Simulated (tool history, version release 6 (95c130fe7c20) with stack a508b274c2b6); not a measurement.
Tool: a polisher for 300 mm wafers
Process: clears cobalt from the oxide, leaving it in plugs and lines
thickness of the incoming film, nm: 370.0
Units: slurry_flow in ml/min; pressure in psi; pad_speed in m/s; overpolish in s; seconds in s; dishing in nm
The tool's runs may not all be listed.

run 1 hour=0.0 | slurry_flow=240 pressure=1.9 pad_speed=0.88 overpolish=23 | seconds=89.250 dishing=53.557
run 2 hour=4.6 | slurry_flow=235 pressure=2.0 pad_speed=0.88 overpolish=19 | seconds=86.380 dishing=49.189
run 3 hour=10.2 | slurry_flow=290 pressure=2.0 pad_speed=0.88 overpolish=19 | seconds=84.611 dishing=49.471
run 4 hour=13.8 | slurry_flow=260 pressure=2.0 pad_speed=0.88 overpolish=19 | seconds=85.278 dishing=47.577
run 5 hour=22.1 | slurry_flow=290 pressure=2.2 pad_speed=0.80 overpolish=16 | seconds=84.213 dishing=44.978
run 6 hour=23.3 | slurry_flow=290 pressure=2.2 pad_speed=0.58 overpolish=16 | seconds=111.190 dishing=35.913
run 7 hour=26.2 | slurry_flow=310 pressure=2.4 pad_speed=0.56 overpolish=14 | seconds=109.040 dishing=34.172
run 8 hour=32.6 | slurry_flow=325 pressure=2.6 pad_speed=0.58 overpolish=12 | seconds=95.710 dishing=32.975

The next listed run, before its measurement:
run 9 hour=36.5 | slurry_flow=340 pressure=2.7 pad_speed=0.60 overpolish=11 | seconds=? dishing=?

Run 9 gave seconds 88.704 s, dishing 32.507 nm.
